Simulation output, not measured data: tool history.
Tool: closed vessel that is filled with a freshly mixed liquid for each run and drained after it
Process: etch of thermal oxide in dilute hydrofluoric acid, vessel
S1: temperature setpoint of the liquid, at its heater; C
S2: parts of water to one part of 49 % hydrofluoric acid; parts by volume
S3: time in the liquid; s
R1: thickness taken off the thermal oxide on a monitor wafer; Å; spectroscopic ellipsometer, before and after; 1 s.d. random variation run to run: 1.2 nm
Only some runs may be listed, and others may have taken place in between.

{"run": 1, "hour": 0.0, "S1": 22, "S2": 65, "S3": 1025, "R1": 774.49}
{"run": 2, "hour": 4.7, "S1": 23, "S2": 65, "S3": 1025, "R1": 815.38}
{"run": 3, "hour": 13.1, "S1": 23, "S2": 85, "S3": 1025, "R1": 594.21}
{"run": 4, "hour": 16.4, "S1": 21, "S2": 85, "S3": 1025, "R1": 547.32}
{"run": 5, "hour": 20.6, "S1": 21, "S2": 105, "S3": 1025, "R1": 431.45}
{"run": 6, "hour": 22.4, "S1": 22, "S2": 95, "S3": 1025, "R1": 507.42}
{"run": 7, "hour": 29.8, "S1": 23, "S2": 90, "S3": 1025, "R1": 564.1}
{"hour": 38.8, "done": "hydrofluoric acid flow meter replaced"}
{"run": 8, "hour": 38.8, "S1": 27, "S2": 65, "S3": 1035, "R1": 854.17}
{"run": 9, "hour": 41.0, "S1": 27, "S2": 60, "S3": 1035, "R1": 922.09}
{"run": 10, "hour": 50.0, "S1": 27, "S2": 55, "S3": 1035, "R1": 1022.9}
{"run": 11, "hour": 58.6, "S1": 27, "S2": 55, "S3": 1035, "R1": 1020}

Estimate the outcome of run 12 from the log above:
{"run": 12, "hour": 65.4, "S1": 27.5, "S2": 55, "S3": 1035, "R1": "?"}

R1: 1038.6 Å
